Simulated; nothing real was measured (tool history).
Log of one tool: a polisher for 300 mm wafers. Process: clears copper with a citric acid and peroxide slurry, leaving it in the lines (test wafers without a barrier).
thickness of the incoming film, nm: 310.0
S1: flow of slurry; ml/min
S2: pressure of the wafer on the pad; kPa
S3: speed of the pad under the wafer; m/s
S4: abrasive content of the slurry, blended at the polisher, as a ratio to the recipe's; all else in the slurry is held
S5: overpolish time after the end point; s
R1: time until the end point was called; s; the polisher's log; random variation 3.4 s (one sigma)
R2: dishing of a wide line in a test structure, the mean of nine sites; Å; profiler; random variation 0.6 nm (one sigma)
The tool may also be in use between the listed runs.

{"run": 1, "hour": 0.0, "S1": 220, "S2": 24.8, "S3": 1.32, "S4": 1.0, "S5": 17, "R1": 111.09, "R2": 384.29}
{"run": 2, "hour": 7.1, "S1": 220, "S2": 20.7, "S3": 1.3, "S4": 1.0, "S5": 20, "R1": 135.91, "R2": 366.45}
{"run": 3, "hour": 16.0, "S1": 220, "S2": 17.2, "S3": 1.3, "S4": 1.0, "S5": 20, "R1": 156.82, "R2": 312.88}
{"run": 4, "hour": 23.0, "S1": 220, "S2": 15.9, "S3": 1.28, "S4": 1.0, "S5": 22, "R1": 175.98, "R2": 310.71}
{"run": 5, "hour": 28.1, "S1": 220, "S2": 15.9, "S3": 1.1, "S4": 1.0, "S5": 22, "R1": 199.83, "R2": 291.72}
{"run": 6, "hour": 30.9, "S1": 220, "S2": 15.9, "S3": 1.08, "S4": 1.0, "S5": 23, "R1": 201.77, "R2": 279.78}

Forecast run 7:
{"run": 7, "hour": 32.2, "S1": 220, "S2": 15.9, "S3": 1.08, "S4": 1.0, "S5": 25, "R1": "?", "R2": "?"}

{"run 7": {"R1": 201.08, "R2": 316.27}}
